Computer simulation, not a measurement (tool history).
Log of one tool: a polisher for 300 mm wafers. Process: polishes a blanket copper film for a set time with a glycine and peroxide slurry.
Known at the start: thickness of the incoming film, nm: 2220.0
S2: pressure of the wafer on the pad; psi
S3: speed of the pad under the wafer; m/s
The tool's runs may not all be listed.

run 1 hour=0 | flow_of_slurry_(ml/min)=315 S2=2.3 S3=0.86 polishing_time_(s)=29 | film_removed_(nm)=122.53
run 2 hour=7.8 | flow_of_slurry_(ml/min)=315 S2=1.9 S3=0.86 polishing_time_(s)=29 | film_removed_(nm)=107.04
run 3 hour=11.6 | flow_of_slurry_(ml/min)=315 S2=1.8 S3=0.86 polishing_time_(s)=29 | film_removed_(nm)=103.87
run 4 hour=17.1 | flow_of_slurry_(ml/min)=315 S2=1.8 S3=1.06 polishing_time_(s)=29 | film_removed_(nm)=120.32
run 5 hour=18.6 | flow_of_slurry_(ml/min)=345 S2=1.8 S3=1.06 polishing_time_(s)=29 | film_removed_(nm)=122.17
run 6 hour=21.6 | flow_of_slurry_(ml/min)=345 S2=1.7 S3=1.02 polishing_time_(s)=29 | film_removed_(nm)=109.94

Forecast run 7:
run 7 hour=28.1 | flow_of_slurry_(ml/min)=345 S2=1.6 S3=1.02 polishing_time_(s)=29 | film_removed_(nm)=?

{"run 7": {"film removed (nm)": 107.94}}
